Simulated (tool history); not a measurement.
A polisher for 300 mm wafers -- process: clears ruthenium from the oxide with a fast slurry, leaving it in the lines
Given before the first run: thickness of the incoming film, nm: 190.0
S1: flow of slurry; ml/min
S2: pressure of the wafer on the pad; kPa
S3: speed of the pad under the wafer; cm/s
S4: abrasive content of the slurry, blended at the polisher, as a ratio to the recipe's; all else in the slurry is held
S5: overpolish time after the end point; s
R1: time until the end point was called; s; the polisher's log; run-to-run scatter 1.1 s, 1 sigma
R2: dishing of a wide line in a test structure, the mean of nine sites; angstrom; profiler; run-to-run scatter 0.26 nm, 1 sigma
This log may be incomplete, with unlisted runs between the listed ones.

| run | hour | S1 | S2 | S3 | S4 | S5 | R1 | R2 |
|---|---|---|---|---|---|---|---|---|
| 1 | 0.0 | 235 | 12.4 | 94 | 1.0 | 12 | 91.871 | 212.54 |
| 2 | 8.2 | 225 | 11.0 | 94 | 1.0 | 14 | 102.010 | 217.67 |
| 3 | 15.9 | 225 | 11.0 | 94 | 0.8 | 14 | 109.380 | 202.52 |
| 4 | 17.4 | 220 | 10.3 | 94 | 0.8 | 16 | 116.560 | 215.14 |
| 5 | 23.8 | 220 | 10.3 | 94 | 0.8 | 18 | 118.990 | 240.34 |
| 6 | 32.4 | 275 | 10.3 | 94 | 0.8 | 18 | 116.020 | 251.23 |
| 7 | 39.4 | 275 | 10.3 | 94 | 0.8 | 18 | 115.540 | 247.15 |
| 8 | 40.6 | 240 | 8.3 | 94 | 0.8 | 19 | 143.500 | 212.37 |
| 9 | 41.6 | 245 | 8.3 | 94 | 0.8 | 19 | 143.460 | 219.86 |

The next listed run, before its measurement:
| 10 | 46.9 | 250 | 8.3 | 94 | 0.8 | 19 | ? | ? |

R1: 141.890 s
R2: 217.33 angstrom
